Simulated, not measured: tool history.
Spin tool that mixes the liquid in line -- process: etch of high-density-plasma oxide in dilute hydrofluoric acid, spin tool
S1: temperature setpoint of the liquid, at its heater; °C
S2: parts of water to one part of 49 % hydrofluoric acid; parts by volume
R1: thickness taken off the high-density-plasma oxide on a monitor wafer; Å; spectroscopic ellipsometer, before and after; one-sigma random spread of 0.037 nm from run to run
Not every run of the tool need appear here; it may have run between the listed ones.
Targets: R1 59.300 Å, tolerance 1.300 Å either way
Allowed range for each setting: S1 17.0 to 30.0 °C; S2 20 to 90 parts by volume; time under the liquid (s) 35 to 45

run 1 hour=0.0 | S1=22.0 S2=50 time_under_the_liquid_(s)=45 | R1=50.785
run 2 hour=8.3 | S1=22.5 S2=50 time_under_the_liquid_(s)=45 | R1=51.822
run 3 hour=12.5 | S1=25.0 S2=50 time_under_the_liquid_(s)=45 | R1=57.391
run 4 hour=20.4 | S1=28.0 S2=50 time_under_the_liquid_(s)=45 | R1=64.150
run 5 hour=23.2 | S1=27.0 S2=50 time_under_the_liquid_(s)=45 | R1=61.579
run 6 hour=27.2 | S1=27.0 S2=50 time_under_the_liquid_(s)=35 | R1=47.654
run 7 hour=33.9 | S1=27.5 S2=50 time_under_the_liquid_(s)=35 | R1=49.051
run 8 hour=36.4 | S1=28.0 S2=50 time_under_the_liquid_(s)=35 | R1=49.725

Exercise: of the 4 proposed moves below, exactly one satisfies all targets within the stated allowed misses. Which move is it?
run A hour=38.9 | S1=29.0 S2=50 time_under_the_liquid_(s)=35 | R1=?
run B hour=38.9 | S1=27.5 S2=55 time_under_the_liquid_(s)=35 | R1=?
run C hour=38.9 | S1=30.0 S2=50 time_under_the_liquid_(s)=40 | R1=?
run D hour=38.9 | S1=29.0 S2=50 time_under_the_liquid_(s)=40 | R1=?

move=A R1=52.053
move=B R1=44.291
move=C R1=61.831
move=D R1=59.489
A: an improvement on the last run, though not all results are within tolerance
B: lands further from the targets than the last run did
C: carries the result that was furthest off beyond its target, to the other side
D: every result within its allowed miss
The move that meets every target is D.
